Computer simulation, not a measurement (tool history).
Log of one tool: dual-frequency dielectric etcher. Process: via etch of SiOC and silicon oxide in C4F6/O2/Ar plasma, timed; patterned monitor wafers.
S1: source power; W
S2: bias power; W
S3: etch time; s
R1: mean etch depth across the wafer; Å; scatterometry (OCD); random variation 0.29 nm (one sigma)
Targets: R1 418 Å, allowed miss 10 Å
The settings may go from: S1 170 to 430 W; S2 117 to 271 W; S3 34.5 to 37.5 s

Run 1, hour 0: S1 300 W, S2 194 W, S3 37.5 s. Result: R1 374.98 Å.
Run 2, hour 5.4: S1 320 W, S2 198 W, S3 37.5 s. Result: R1 386.53 Å.
Run 3, hour 10.3: S1 320 W, S2 170 W, S3 37.5 s. Result: R1 371.5 Å.
Run 4, hour 14.5: S1 320 W, S2 170 W, S3 34.5 s. Result: R1 340.95 Å.
Run 5, hour 20.9: S1 320 W, S2 141 W, S3 34.5 s. Result: R1 316.11 Å.
Run 6, hour 25.7: S1 290 W, S2 141 W, S3 34.5 s. Result: R1 309.99 Å.
Run 7, hour 34.1: S1 320 W, S2 164 W, S3 35 s. Result: R1 339.88 Å.
Run 8, hour 38.9: S1 350 W, S2 178 W, S3 35.5 s. Result: R1 362.99 Å.
Run 9, hour 45.7: S1 360 W, S2 191 W, S3 36 s. Result: R1 382.79 Å.
Run 10, hour 54.3: S1 370 W, S2 197 W, S3 36 s. Result: R1 389.32 Å.
Run 11, hour 61.2: S1 370 W, S2 197 W, S3 36 s. Result: R1 391.74 Å.
Run 12, hour 69.5: S1 380 W, S2 201 W, S3 36 s. Result: R1 388.96 Å.
Run 13, hour 70.1: S1 380 W, S2 209 W, S3 36 s. Result: R1 396.01 Å.
Run 14, hour 71.8: S1 380 W, S2 209 W, S3 36 s. Result: R1 402.02 Å.
Run 15, hour 72.5: S1 390 W, S2 212 W, S3 36 s. Result: R1 401.73 Å.

Which of these 5 next moves meets every target?
Run A, hour 73.2: S1 420 W, S2 242 W, S3 34.5 s. Result: R1 ?.
Run B, hour 73.2: S1 330 W, S2 205 W, S3 37.5 s. Result: R1 ?.
Run C, hour 73.2: S1 370 W, S2 219 W, S3 35 s. Result: R1 ?.
Run D, hour 73.2: S1 360 W, S2 236 W, S3 34.5 s. Result: R1 ?.
Run E, hour 73.2: S1 370 W, S2 191 W, S3 37 s. Result: R1 ?.

move      R1
   A  416.08
   B  396.25
   C  391.94
   D  392.65
   E  396.27
A: meets every target
B: further off than the last run
C: further off than the last run
D: further off than the last run
E: further off than the last run
Move A is the one to make.
